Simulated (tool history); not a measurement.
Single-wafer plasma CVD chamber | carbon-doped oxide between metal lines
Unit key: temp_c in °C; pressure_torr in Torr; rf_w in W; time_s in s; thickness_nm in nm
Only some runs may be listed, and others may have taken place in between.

run  hour  temp_c  pressure_torr  rf_w  time_s  thickness_nm
  1     0     345           4.76   475      10        49.599
  2   8.4     354           4.76   475      10        47.824
  3   9.6     354           4.76   475      10        48.012
  4  16.7     354           4.76   475     9.5        45.402
  5  24.3     354           4.76   500     9.5         46.95
  6    29     354           4.76   440     9.5        43.142
  7  33.9     351           4.96   460     9.5        45.544
     40.2  -- RF generator calibrated
  8  40.2     348            5.2   475     9.5        49.232
  9  41.1     345           5.33   475     9.5        49.635
 10  49.5     342           5.52   475     9.5        50.635
 11  52.2     340           5.71   480     9.5        51.712
 12  56.5     338           5.87   485     9.5        52.696

Predict the results of run 13:
 13  59.3     336              6   490     9.5             ?

Run 13 measured thickness_nm 53.382 nm.
